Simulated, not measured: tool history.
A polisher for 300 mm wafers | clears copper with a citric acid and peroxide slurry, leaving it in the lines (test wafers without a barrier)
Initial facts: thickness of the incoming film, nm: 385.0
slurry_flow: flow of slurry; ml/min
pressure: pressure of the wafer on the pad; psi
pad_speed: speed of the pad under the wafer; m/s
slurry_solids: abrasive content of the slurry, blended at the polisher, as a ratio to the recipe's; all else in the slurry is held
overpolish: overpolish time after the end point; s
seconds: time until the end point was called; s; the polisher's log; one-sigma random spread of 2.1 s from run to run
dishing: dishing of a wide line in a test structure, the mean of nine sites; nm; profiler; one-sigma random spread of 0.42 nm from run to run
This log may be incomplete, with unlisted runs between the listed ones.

run	day	slurry_flow	pressure	pad_speed	slurry_solids	overpolish	seconds	dishing
1	0	160	3.1	1.36	1	11	147.38	21.494
2	0.042	125	3.1	1.36	1	11	153.57	21.07
3	0.179	125	3.1	1.54	1	11	136.79	23.152
4	0.238	125	3.1	1.54	1	7	136	15.687
5	0.279	125	3	1.52	1	9	138.78	18.314
6	0.375	125	3	1.48	1	10	145.59	19.756
7	0.542	125	2.9	1.46	1	11	152.83	20.87
8	0.638	125	2.9	1.46	1	12	156.95	22.615
9	0.783	125	2.9	1.46	1	13	151.96	23.852
10	0.846	125	2.9	1.44	1	14	157.74	25.072

Run 11 has not been measured yet. What should we expect?
11	1.179	125	2.9	1.44	1	14	?	?

{"run 11": {"seconds": 153.88, "dishing": 25.341}}
